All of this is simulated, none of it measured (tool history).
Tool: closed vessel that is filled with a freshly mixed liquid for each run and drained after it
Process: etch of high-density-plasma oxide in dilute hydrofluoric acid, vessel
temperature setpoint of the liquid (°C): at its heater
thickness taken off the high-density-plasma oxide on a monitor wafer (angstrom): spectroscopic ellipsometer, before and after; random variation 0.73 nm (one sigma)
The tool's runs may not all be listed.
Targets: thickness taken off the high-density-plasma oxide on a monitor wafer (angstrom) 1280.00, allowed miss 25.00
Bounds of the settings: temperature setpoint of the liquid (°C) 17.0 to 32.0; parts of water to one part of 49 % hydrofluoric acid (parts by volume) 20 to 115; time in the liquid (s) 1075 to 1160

run  hour  temperature setpoint of the liquid (°C)  parts of water to one part of 49 % hydrofluoric acid (parts by volume)  time in the liquid (s)  thickness taken off the high-density-plasma oxide on a monitor wafer (angstrom)
  1   0.0                                     24.0                                                                      65                    1075                                                                           811.88
  2   2.9                                     22.5                                                                      65                    1075                                                                           753.72
  3   9.0                                     24.0                                                                      65                    1075                                                                           806.98
  4  16.5                                     25.0                                                                      65                    1075                                                                           845.55
  5  18.7                                     26.5                                                                      65                    1075                                                                           896.29
  6  24.8                                     23.0                                                                      65                    1075                                                                           772.15
  7  29.2                                     24.5                                                                      65                    1075                                                                           827.60
  8  33.2                                     25.5                                                                      65                    1075                                                                           858.59
  9  37.5                                     26.5                                                                      65                    1075                                                                           900.57
 10  43.8                                     27.5                                                                      65                    1075                                                                           932.77
 11  48.7                                     28.0                                                                      65                    1075                                                                           950.24
 12  57.2                                     28.5                                                                      65                    1075                                                                           972.40
 13  59.3                                     29.0                                                                      65                    1075                                                                           985.27
 14  62.2                                     29.5                                                                      65                    1075                                                                          1004.50

4 next moves are on the table. One of them brings every result within its allowed miss. Which?
  A  65.1                                     29.5                                                                      55                    1135                                                                                ?
  B  65.1                                     31.0                                                                      50                    1110                                                                                ?
  C  65.1                                     28.5                                                                      45                    1085                                                                                ?
  D  65.1                                     30.0                                                                      60                    1115                                                                                ?

move  thickness taken off the high-density-plasma oxide on a monitor wafer (angstrom)
   A                                                                          1273.70
   B                                                                          1464.10
   C                                                                          1452.00
   D                                                                          1160.80
A: meets every target
B: takes the result that was furthest off past its target
C: takes the result that was furthest off past its target
D: nearer than the last run, and not there yet
Answer: A
